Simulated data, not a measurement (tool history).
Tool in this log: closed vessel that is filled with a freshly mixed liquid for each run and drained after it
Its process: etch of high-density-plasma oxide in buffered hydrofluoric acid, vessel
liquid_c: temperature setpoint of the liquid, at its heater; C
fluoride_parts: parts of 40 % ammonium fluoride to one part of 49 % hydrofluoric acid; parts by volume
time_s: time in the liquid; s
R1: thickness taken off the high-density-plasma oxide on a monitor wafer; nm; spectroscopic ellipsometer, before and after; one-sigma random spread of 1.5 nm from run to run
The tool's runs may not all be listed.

run 1 day=0 | liquid_c=21 fluoride_parts=9 time_s=95 | R1=114.13
run 2 day=0.204 | liquid_c=23 fluoride_parts=9 time_s=95 | R1=127.65
run 3 day=0.304 | liquid_c=23 fluoride_parts=11 time_s=95 | R1=108.38
run 4 day=0.646 | liquid_c=25 fluoride_parts=11 time_s=95 | R1=120.97
run 5 day=0.746 | liquid_c=25 fluoride_parts=11 time_s=95 | R1=121.53
run 6 day=0.783 | liquid_c=26 fluoride_parts=11 time_s=95 | R1=125.3
run 7 day=1.154 | liquid_c=26 fluoride_parts=11 time_s=95 | R1=127.41
-- day=1.517 thermometer replaced
run 8 day=1.517 | liquid_c=27 fluoride_parts=11 time_s=95 | R1=125.17

What does the tool deliver on the next run?
run 9 day=1.596 | liquid_c=27.5 fluoride_parts=10 time_s=95 | R1=?

{"run 9": {"R1": 139.78}}
